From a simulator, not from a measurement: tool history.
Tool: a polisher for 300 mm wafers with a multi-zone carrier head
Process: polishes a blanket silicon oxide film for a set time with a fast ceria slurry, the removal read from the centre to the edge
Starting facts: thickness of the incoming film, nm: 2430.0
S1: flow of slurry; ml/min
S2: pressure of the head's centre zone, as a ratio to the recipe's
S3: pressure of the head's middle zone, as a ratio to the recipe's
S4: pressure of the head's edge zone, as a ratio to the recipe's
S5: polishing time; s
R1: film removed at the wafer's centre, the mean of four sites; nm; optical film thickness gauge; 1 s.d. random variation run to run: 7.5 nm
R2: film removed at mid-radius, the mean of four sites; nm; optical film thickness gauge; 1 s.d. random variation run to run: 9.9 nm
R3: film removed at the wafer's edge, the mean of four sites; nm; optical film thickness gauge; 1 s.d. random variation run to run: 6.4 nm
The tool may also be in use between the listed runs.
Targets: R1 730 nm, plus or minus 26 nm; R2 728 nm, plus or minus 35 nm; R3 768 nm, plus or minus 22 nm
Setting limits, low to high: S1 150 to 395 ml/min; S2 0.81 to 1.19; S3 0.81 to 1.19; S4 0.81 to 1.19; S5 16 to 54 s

Run 1, day 0: S1 250 ml/min, S2 1, S3 1, S4 1, S5 35 s. Result: R1 546.51 nm, R2 543.07 nm, R3 548.28 nm.
Run 2, day 0.321: S1 250 ml/min, S2 1, S3 0.93, S4 1, S5 35 s. Result: R1 541.75 nm, R2 516.37 nm, R3 546.52 nm.
Run 3, day 0.558: S1 255 ml/min, S2 1, S3 0.96, S4 1.04, S5 38 s. Result: R1 587.14 nm, R2 576.99 nm, R3 604.42 nm.
Run 4, day 0.662: S1 260 ml/min, S2 1.01, S3 0.97, S4 1.07, S5 40 s. Result: R1 640.67 nm, R2 614.88 nm, R3 647.23 nm.
Run 5, day 0.996: S1 260 ml/min, S2 0.96, S3 0.97, S4 1.07, S5 40 s. Result: R1 599.29 nm, R2 609.75 nm, R3 657.07 nm.
Run 6, day 1.283: S1 260 ml/min, S2 0.96, S3 1.03, S4 1.07, S5 40 s. Result: R1 608.19 nm, R2 627.91 nm, R3 639.42 nm.
Run 7, day 1.525: S1 270 ml/min, S2 0.97, S3 1.03, S4 1.09, S5 42 s. Result: R1 650.48 nm, R2 670.63 nm, R3 684.12 nm.
Run 8, day 1.554: S1 275 ml/min, S2 0.98, S3 1.03, S4 1.11, S5 43 s. Result: R1 665.69 nm, R2 683.87 nm, R3 702.23 nm.
Run 9, day 1.675: S1 275 ml/min, S2 0.99, S3 1.02, S4 1.12, S5 44 s. Result: R1 690.57 nm, R2 692 nm, R3 729.26 nm.
Run 10, day 1.867: S1 275 ml/min, S2 0.99, S3 1.02, S4 1.13, S5 45 s. Result: R1 697.82 nm, R2 693.16 nm, R3 750.95 nm.
Run 11, day 2.108: S1 280 ml/min, S2 0.99, S3 1.03, S4 1.13, S5 45 s. Result: R1 714.93 nm, R2 722.29 nm, R3 743.82 nm.

Which one of the following 4 next-run settings gets every result inside its allowed miss? There is exactly one.
Run A, day 2.35: S1 270 ml/min, S2 1.1, S3 0.92, S4 1.19, S5 45 s. Result: R1 ?, R2 ?, R3 ?.
Run B, day 2.35: S1 280 ml/min, S2 1.08, S3 1.11, S4 1.12, S5 42 s. Result: R1 ?, R2 ?, R3 ?.
Run C, day 2.35: S1 195 ml/min, S2 1, S3 1, S4 1.1, S5 48 s. Result: R1 ?, R2 ?, R3 ?.
Run D, day 2.35: S1 320 ml/min, S2 1.02, S3 1.07, S4 1.16, S5 43 s. Result: R1 ?, R2 ?, R3 ?.

move      R1      R2      R3
   A  771.24  637.63  766.88
   B  709.59  699.41  696.68
   C  728.32   712.8  775.79
   D  692.63  700.49  729.63
A: puts the biggest miss on target and leaves a different result outside tolerance
B: misses by more than the last run did
C: in spec on every target
D: misses by more than the last run did
Move C is the one to make.
